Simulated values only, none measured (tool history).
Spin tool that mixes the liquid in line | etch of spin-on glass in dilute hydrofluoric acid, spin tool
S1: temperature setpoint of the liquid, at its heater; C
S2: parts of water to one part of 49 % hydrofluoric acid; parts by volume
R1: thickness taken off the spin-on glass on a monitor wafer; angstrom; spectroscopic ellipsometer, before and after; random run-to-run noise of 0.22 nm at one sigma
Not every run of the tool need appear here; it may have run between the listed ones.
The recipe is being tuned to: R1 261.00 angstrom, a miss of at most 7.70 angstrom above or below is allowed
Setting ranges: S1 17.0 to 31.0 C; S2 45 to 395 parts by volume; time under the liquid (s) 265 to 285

run 1 hour=0.0 | S1=23.0 S2=220 time_under_the_liquid_(s)=265 | R1=495.38
run 2 hour=8.4 | S1=24.5 S2=220 time_under_the_liquid_(s)=265 | R1=527.68
run 3 hour=16.0 | S1=24.5 S2=220 time_under_the_liquid_(s)=265 | R1=527.94
run 4 hour=20.1 | S1=23.0 S2=235 time_under_the_liquid_(s)=265 | R1=458.02
run 5 hour=24.1 | S1=21.0 S2=235 time_under_the_liquid_(s)=265 | R1=422.35
-- hour=25.7 thermometer replaced
run 6 hour=25.7 | S1=20.5 S2=245 time_under_the_liquid_(s)=265 | R1=370.91
run 7 hour=31.0 | S1=20.0 S2=250 time_under_the_liquid_(s)=265 | R1=365.35
run 8 hour=38.5 | S1=19.5 S2=255 time_under_the_liquid_(s)=265 | R1=344.61
run 9 hour=47.3 | S1=19.0 S2=260 time_under_the_liquid_(s)=265 | R1=334.14

Which single option among these 5 for the next run brings every result within its allowed miss of target? Just one does.
run A hour=56.1 | S1=17.0 S2=185 time_under_the_liquid_(s)=280 | R1=?
run B hour=56.1 | S1=20.0 S2=320 time_under_the_liquid_(s)=265 | R1=?
run C hour=56.1 | S1=19.5 S2=295 time_under_the_liquid_(s)=265 | R1=?
run D hour=56.1 | S1=19.0 S2=330 time_under_the_liquid_(s)=265 | R1=?
run E hour=56.1 | S1=18.0 S2=220 time_under_the_liquid_(s)=285 | R1=?

move=A R1=482.94
move=B R1=262.33
move=C R1=285.65
move=D R1=243.21
move=E R1=416.38
A: its largest miss is bigger than the last run's
B: every result lands within tolerance
C: nearer than the last run, and not there yet
D: takes the result that was furthest off past its target
E: its largest miss is bigger than the last run's
The move that meets every target is B.

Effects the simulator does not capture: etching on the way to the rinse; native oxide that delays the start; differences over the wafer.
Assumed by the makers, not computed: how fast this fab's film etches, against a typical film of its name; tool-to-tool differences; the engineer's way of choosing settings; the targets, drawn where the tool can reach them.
